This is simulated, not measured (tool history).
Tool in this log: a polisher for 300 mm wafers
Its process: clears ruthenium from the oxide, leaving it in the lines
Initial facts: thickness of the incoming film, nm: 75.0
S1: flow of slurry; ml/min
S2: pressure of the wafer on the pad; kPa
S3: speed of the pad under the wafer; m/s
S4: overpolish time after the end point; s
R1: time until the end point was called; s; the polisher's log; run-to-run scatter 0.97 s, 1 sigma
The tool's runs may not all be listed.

run 1 day=0 | S1=200 S2=12.4 S3=0.98 S4=42 | R1=85.951
run 2 day=0.329 | S1=200 S2=13.8 S3=0.98 S4=42 | R1=81.399
run 3 day=0.517 | S1=200 S2=13.8 S3=0.98 S4=42 | R1=80.799
run 4 day=0.608 | S1=195 S2=12.4 S3=0.98 S4=42 | R1=85.988
run 5 day=0.688 | S1=195 S2=11 S3=0.98 S4=42 | R1=92.753
run 6 day=0.775 | S1=195 S2=10.3 S3=0.98 S4=42 | R1=96.711
run 7 day=0.888 | S1=195 S2=9.7 S3=0.98 S4=42 | R1=99.597

For run 8, what comes out?
run 8 day=1.233 | S1=195 S2=9 S3=0.98 S4=42 | R1=?

R1: 104.7 s

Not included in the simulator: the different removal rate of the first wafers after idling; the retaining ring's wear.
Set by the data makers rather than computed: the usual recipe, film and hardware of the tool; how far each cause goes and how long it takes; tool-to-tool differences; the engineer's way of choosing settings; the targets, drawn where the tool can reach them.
